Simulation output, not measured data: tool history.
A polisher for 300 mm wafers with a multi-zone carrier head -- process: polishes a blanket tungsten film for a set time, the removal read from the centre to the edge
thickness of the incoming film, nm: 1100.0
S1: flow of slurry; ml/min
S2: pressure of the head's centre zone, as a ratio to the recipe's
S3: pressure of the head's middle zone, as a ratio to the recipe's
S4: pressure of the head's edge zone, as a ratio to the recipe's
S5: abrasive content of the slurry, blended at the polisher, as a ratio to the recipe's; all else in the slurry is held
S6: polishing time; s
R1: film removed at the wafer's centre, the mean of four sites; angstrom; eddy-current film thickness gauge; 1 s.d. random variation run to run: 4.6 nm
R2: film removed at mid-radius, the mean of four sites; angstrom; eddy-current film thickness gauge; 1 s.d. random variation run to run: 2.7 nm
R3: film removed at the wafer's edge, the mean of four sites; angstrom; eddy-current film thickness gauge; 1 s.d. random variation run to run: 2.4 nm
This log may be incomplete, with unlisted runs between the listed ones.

run  hour   S1    S2    S3    S4    S5  S6      R1      R2      R3
  1     0  260     1     1     1     1  52  3593.3  3474.2  3578.4
  2     2  260  1.01  0.99  1.01     1  52  3636.7  3369.6  3612.3
  3   2.6  260  1.01  0.99  1.01  1.15  52  3812.3  3517.3  3760.2
  4   5.8  255  1.01  0.98  1.01  1.15  52    3859  3521.7  3726.8
  5    12  255  1.01  1.05  1.01  1.15  52  3756.8  3766.1  3682.5
  6  15.5  250  1.01  1.03  1.01  1.15  52  3833.2  3677.8  3731.9
  7  16.5  250  1.01  1.01  1.01  1.15  52  3732.2  3598.7    3713
  8  18.7  250  1.01     1  1.01  1.15  52  3782.9    3591  3721.3
  9    27  250  1.01  0.99  1.01  1.15  52  3742.3  3529.9  3729.1
 10  31.2  250  1.02  0.98  1.01  1.15  52  3763.3    3465  3783.1
 11  35.3  250  1.03  0.97     1  1.15  52  3723.3  3490.7  3695.5
     36.6  -- worn pad replaced by a new one
 12  36.6  260  1.04  0.96     1  1.15  52    4371  3871.5  4136.2

Run 13, settings as shown, results not yet in. Your forecast:
 13  44.7  255  1.04  0.95   1  1.1  52   ?   ?   ?

Run 13 came out at R1 4241.2 angstrom, R2 3786.9 angstrom, R3 4157.4 angstrom.

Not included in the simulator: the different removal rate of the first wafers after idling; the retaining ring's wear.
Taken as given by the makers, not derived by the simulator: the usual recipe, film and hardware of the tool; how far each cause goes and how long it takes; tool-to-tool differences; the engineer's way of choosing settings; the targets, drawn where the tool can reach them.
